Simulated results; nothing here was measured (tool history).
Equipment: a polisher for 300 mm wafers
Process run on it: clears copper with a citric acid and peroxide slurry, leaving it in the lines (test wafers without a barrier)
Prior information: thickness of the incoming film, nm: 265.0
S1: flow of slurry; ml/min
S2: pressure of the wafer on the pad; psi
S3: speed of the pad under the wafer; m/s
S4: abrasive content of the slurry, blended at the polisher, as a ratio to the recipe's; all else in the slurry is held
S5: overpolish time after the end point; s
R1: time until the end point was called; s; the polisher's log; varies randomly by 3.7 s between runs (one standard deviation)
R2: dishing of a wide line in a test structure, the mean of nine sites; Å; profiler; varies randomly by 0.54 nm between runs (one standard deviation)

Run 1, hour 0.0: S1 200 ml/min, S2 2.7 psi, S3 1.30 m/s, S4 1.00, S5 23 s. Result: R1 131.68 s, R2 362.11 Å.
Run 2, hour 8.8: S1 200 ml/min, S2 3.3 psi, S3 1.30 m/s, S4 1.00, S5 23 s. Result: R1 105.91 s, R2 415.54 Å.
Run 3, hour 13.1: S1 200 ml/min, S2 3.0 psi, S3 1.28 m/s, S4 1.00, S5 23 s. Result: R1 120.05 s, R2 374.90 Å.
Run 4, hour 18.2: S1 200 ml/min, S2 2.8 psi, S3 1.26 m/s, S4 1.00, S5 23 s. Result: R1 131.74 s, R2 344.28 Å.
Run 5, hour 27.3: S1 200 ml/min, S2 2.8 psi, S3 1.40 m/s, S4 1.00, S5 23 s. Result: R1 115.56 s, R2 375.23 Å.
Run 6, hour 31.9: S1 200 ml/min, S2 2.8 psi, S3 1.40 m/s, S4 1.15, S5 23 s. Result: R1 112.79 s, R2 380.02 Å.

Expected results for the next run?
Run 7, hour 35.8: S1 200 ml/min, S2 2.5 psi, S3 1.38 m/s, S4 1.15, S5 24 s. Result: R1 ?, R2 ?.

R1: 127.52 s
R2: 379.59 Å

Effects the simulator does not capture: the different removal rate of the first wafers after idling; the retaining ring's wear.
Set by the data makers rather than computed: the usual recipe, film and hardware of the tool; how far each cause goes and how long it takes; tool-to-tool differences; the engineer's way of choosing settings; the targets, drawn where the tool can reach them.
